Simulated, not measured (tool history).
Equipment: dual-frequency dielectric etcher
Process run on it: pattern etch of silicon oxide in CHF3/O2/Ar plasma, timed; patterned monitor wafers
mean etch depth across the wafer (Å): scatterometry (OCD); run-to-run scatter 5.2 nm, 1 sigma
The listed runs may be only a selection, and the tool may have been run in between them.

| run | hour | source power (kW) | bias power (kW) | etch time (s) | mean etch depth across the wafer (Å) |
|---|---|---|---|---|---|
| 1 | 0 | 0.8 | 0.159 | 678.5 | 13300 |
| 2 | 8.6 | 0.82 | 0.162 | 680 | 13652 |
| 3 | 9.5 | 0.84 | 0.164 | 680.5 | 13776 |
| 4 | 12.4 | 0.91 | 0.164 | 680.5 | 14239 |
|  | 15.6 | wet clean of the chamber |
| 5 | 15.6 | 0.96 | 0.164 | 680.5 | 14937 |
| 6 | 21.3 | 0.96 | 0.153 | 680.5 | 14513 |
| 7 | 22.4 | 0.97 | 0.154 | 681 | 14589 |

Estimate the outcome of run 8 from the log above:
| 8 | 30.6 | 0.98 | 0.155 | 681.5 | ? |

For run 8 the tool returned mean etch depth across the wafer (Å) 14752.

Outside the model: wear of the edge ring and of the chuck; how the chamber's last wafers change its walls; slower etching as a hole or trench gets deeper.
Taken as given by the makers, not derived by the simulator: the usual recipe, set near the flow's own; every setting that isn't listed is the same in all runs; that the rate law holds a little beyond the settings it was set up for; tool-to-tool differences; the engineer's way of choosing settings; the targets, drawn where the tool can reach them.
